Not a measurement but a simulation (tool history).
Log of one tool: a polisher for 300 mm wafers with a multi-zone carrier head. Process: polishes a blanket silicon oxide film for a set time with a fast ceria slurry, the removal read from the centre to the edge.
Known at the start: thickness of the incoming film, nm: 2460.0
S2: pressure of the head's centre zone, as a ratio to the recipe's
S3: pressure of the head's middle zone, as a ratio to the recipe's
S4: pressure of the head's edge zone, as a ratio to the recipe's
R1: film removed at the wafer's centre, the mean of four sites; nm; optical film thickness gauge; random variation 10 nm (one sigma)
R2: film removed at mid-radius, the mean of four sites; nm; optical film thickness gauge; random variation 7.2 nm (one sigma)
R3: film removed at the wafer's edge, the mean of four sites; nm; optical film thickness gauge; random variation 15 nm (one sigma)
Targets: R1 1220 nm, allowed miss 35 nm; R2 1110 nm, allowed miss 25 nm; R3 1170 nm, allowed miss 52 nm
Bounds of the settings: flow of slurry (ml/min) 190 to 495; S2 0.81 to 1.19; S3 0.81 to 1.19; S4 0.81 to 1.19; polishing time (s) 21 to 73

Run 1, hour 0: flow of slurry (ml/min) 320, S2 1, S3 1, S4 1, polishing time (s) 47. Result: R1 878.23 nm, R2 882.32 nm, R3 871.44 nm.
Run 2, hour 4.2: flow of slurry (ml/min) 320, S2 0.95, S3 1, S4 1, polishing time (s) 47. Result: R1 827.43 nm, R2 885.27 nm, R3 864.13 nm.
Run 3, hour 10.8: flow of slurry (ml/min) 320, S2 0.97, S3 1.01, S4 1.02, polishing time (s) 48. Result: R1 865.57 nm, R2 916.04 nm, R3 884.14 nm.
Run 4, hour 14.6: flow of slurry (ml/min) 320, S2 0.98, S3 1, S4 1.03, polishing time (s) 49. Result: R1 898.07 nm, R2 916.47 nm, R3 916.6 nm.
Run 5, hour 18.9: flow of slurry (ml/min) 320, S2 0.98, S3 0.92, S4 1.03, polishing time (s) 49. Result: R1 888.35 nm, R2 851.52 nm, R3 934.49 nm.
Run 6, hour 22.2: flow of slurry (ml/min) 320, S2 0.98, S3 0.92, S4 1.03, polishing time (s) 57. Result: R1 1046.5 nm, R2 1001.8 nm, R3 1083.6 nm.
Run 7, hour 26: flow of slurry (ml/min) 325, S2 0.99, S3 0.93, S4 1.04, polishing time (s) 57. Result: R1 1059.5 nm, R2 1017.5 nm, R3 1088.1 nm.
Run 8, hour 35: flow of slurry (ml/min) 330, S2 1, S3 0.94, S4 1.05, polishing time (s) 57. Result: R1 1075.3 nm, R2 1015.4 nm, R3 1080 nm.
Run 9, hour 41.5: flow of slurry (ml/min) 330, S2 1, S3 0.94, S4 1.06, polishing time (s) 57. Result: R1 1069 nm, R2 1033.6 nm, R3 1107.2 nm.
Run 10, hour 48: flow of slurry (ml/min) 335, S2 1.01, S3 0.94, S4 1.06, polishing time (s) 57. Result: R1 1075.6 nm, R2 1031.1 nm, R3 1099 nm.
Run 11, hour 53.5: flow of slurry (ml/min) 340, S2 1.02, S3 0.94, S4 1.07, polishing time (s) 57. Result: R1 1097.7 nm, R2 1022.9 nm, R3 1085.6 nm.
Run 12, hour 60: flow of slurry (ml/min) 335, S2 1.02, S3 0.94, S4 1.07, polishing time (s) 57. Result: R1 1095.4 nm, R2 1027.6 nm, R3 1115.8 nm.
Run 13, hour 61.8: flow of slurry (ml/min) 335, S2 1.03, S3 0.95, S4 1.07, polishing time (s) 57. Result: R1 1096.9 nm, R2 1037.6 nm, R3 1075.9 nm.
Run 14, hour 67.4: flow of slurry (ml/min) 335, S2 1.03, S3 0.95, S4 1.07, polishing time (s) 57. Result: R1 1090.1 nm, R2 1036.6 nm, R3 1085.6 nm.
Run 15, hour 69: flow of slurry (ml/min) 340, S2 1.04, S3 0.95, S4 1.08, polishing time (s) 57. Result: R1 1112.2 nm, R2 1034.5 nm, R3 1129.9 nm.
Run 16, hour 69.6: flow of slurry (ml/min) 410, S2 1.11, S3 1.01, S4 1.06, polishing time (s) 57. Result: R1 1210.1 nm, R2 1089.2 nm, R3 1104.4 nm.
Run 17, hour 73.6: flow of slurry (ml/min) 410, S2 1.11, S3 1.01, S4 1.07, polishing time (s) 57. Result: R1 1215.7 nm, R2 1102.3 nm, R3 1113.7 nm.
Run 18, hour 74.7: flow of slurry (ml/min) 410, S2 1.11, S3 1.01, S4 1.08, polishing time (s) 57. Result: R1 1205 nm, R2 1101.3 nm, R3 1109 nm.
Run 19, hour 77.8: flow of slurry (ml/min) 410, S2 1.11, S3 1.01, S4 1.09, polishing time (s) 57. Result: R1 1211.6 nm, R2 1099.2 nm, R3 1109.9 nm.

Which of these 5 next moves meets every target?
Run A, hour 80.9: flow of slurry (ml/min) 450, S2 1.19, S3 1.09, S4 1.09, polishing time (s) 54. Result: R1 ?, R2 ?, R3 ?.
Run B, hour 80.9: flow of slurry (ml/min) 410, S2 1.19, S3 1.1, S4 1.08, polishing time (s) 54. Result: R1 ?, R2 ?, R3 ?.
Run C, hour 80.9: flow of slurry (ml/min) 400, S2 1.08, S3 1.02, S4 1.11, polishing time (s) 59. Result: R1 ?, R2 ?, R3 ?.
Run D, hour 80.9: flow of slurry (ml/min) 435, S2 1.1, S3 0.99, S4 1.16, polishing time (s) 58. Result: R1 ?, R2 ?, R3 ?.
Run E, hour 80.9: flow of slurry (ml/min) 405, S2 1.07, S3 1.02, S4 1.09, polishing time (s) 60. Result: R1 ?, R2 ?, R3 ?.

move      R1      R2      R3
   A  1225.5  1122.1  1057.3
   B  1217.7  1124.3  1047.6
   C  1203.8  1150.7  1160.3
   D  1212.4  1108.8  1172.1
   E  1213.9  1171.2  1169.9
A: further off than the last run
B: further off than the last run
C: brings the result that was furthest off to its target, and leaves another outside
D: meets every target
E: brings the result that was furthest off to its target, and leaves another outside
Answer: D
